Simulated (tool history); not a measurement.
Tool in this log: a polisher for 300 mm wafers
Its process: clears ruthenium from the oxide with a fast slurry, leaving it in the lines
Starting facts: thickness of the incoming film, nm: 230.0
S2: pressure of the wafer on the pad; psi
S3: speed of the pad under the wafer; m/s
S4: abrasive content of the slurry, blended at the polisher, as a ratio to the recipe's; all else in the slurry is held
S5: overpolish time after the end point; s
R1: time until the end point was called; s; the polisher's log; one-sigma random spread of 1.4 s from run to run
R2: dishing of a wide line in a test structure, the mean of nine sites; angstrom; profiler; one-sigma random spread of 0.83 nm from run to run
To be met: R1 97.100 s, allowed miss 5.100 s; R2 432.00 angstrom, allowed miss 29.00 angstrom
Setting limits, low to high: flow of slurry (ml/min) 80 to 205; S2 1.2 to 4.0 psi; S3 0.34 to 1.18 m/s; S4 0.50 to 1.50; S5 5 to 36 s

run 1 day=0.000 | flow_of_slurry_(ml/min)=135 S2=2.6 S3=0.76 S4=1.00 S5=18 | R1=80.326 R2=428.66
run 2 day=0.288 | flow_of_slurry_(ml/min)=130 S2=2.5 S3=0.76 S4=1.00 S5=19 | R1=84.073 R2=434.40
run 3 day=0.308 | flow_of_slurry_(ml/min)=130 S2=3.1 S3=0.76 S4=1.00 S5=19 | R1=69.707 R2=505.07
run 4 day=0.488 | flow_of_slurry_(ml/min)=130 S2=3.6 S3=0.76 S4=1.00 S5=19 | R1=58.976 R2=568.61
run 5 day=0.704 | flow_of_slurry_(ml/min)=130 S2=3.6 S3=0.76 S4=1.00 S5=15 | R1=57.461 R2=487.73
run 6 day=0.888 | flow_of_slurry_(ml/min)=125 S2=3.2 S3=0.76 S4=1.00 S5=17 | R1=67.331 R2=486.21
run 7 day=1.142 | flow_of_slurry_(ml/min)=120 S2=2.9 S3=0.76 S4=1.00 S5=18 | R1=76.234 R2=460.24
-- day=1.321 slurry nozzle cleaned
run 8 day=1.321 | flow_of_slurry_(ml/min)=115 S2=2.8 S3=0.76 S4=1.00 S5=19 | R1=67.765 R2=502.08
run 9 day=1.350 | flow_of_slurry_(ml/min)=130 S2=2.8 S3=0.76 S4=1.00 S5=19 | R1=66.555 R2=515.19
run 10 day=1.604 | flow_of_slurry_(ml/min)=120 S2=2.1 S3=0.74 S4=1.00 S5=23 | R1=92.164 R2=464.26

Which single option among these 5 for the next run brings every result within its allowed miss of target? Just one does.
run A day=1.858 | flow_of_slurry_(ml/min)=115 S2=2.3 S3=0.66 S4=1.00 S5=22 | R1=? R2=?
run B day=1.858 | flow_of_slurry_(ml/min)=125 S2=2.7 S3=0.58 S4=1.10 S5=18 | R1=? R2=?
run C day=1.858 | flow_of_slurry_(ml/min)=120 S2=2.5 S3=0.64 S4=1.05 S5=18 | R1=? R2=?
run D day=1.858 | flow_of_slurry_(ml/min)=150 S2=2.3 S3=0.96 S4=0.70 S5=22 | R1=? R2=?
run E day=1.858 | flow_of_slurry_(ml/min)=155 S2=2.9 S3=0.74 S4=0.70 S5=24 | R1=? R2=?

move=A R1=99.075 R2=427.51
move=B R1=88.709 R2=394.78
move=C R1=90.291 R2=388.63
move=D R1=88.040 R2=473.83
move=E R1=90.033 R2=500.90
A: hits every target within its allowed miss
B: pushes the last run's worst result past its target
C: pushes the last run's worst result past its target
D: further off than the last run
E: further off than the last run
A meets every target.
